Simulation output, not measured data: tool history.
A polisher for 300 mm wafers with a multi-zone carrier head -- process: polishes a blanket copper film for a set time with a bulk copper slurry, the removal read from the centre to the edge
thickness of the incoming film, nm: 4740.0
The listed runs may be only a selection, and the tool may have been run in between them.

run	hour	flow of slurry (ml/min)	pressure of the head's centre zone	pressure of the head's middle zone	pressure of the head's edge zone	abrasive content of the slurry	polishing time (s)	film removed at the wafer's centre (nm)	film removed at mid-radius (nm)	film removed at the wafer's edge (nm)
1	0.0	265	1.00	1.00	1.00	1.00	32	196.90	202.34	193.45
2	7.8	265	1.01	0.99	0.99	0.95	31	193.96	190.67	183.77
3	9.6	265	1.01	0.99	0.99	0.95	25	154.78	155.79	146.45
4	17.7	265	1.01	0.98	0.98	0.90	25	154.02	153.52	146.44
5	20.1	200	1.01	0.98	0.98	0.90	25	147.05	140.38	143.57
6	26.7	200	0.96	0.98	0.98	0.90	25	139.76	142.75	144.27

For run 7, what comes out?
7	31.9	205	0.98	0.98	0.97	0.85	25	?	?	?

{"run 7": {"film removed at the wafer's centre (nm)": 141.19, "film removed at mid-radius (nm)": 142.68, "film removed at the wafer's edge (nm)": 139.99}}

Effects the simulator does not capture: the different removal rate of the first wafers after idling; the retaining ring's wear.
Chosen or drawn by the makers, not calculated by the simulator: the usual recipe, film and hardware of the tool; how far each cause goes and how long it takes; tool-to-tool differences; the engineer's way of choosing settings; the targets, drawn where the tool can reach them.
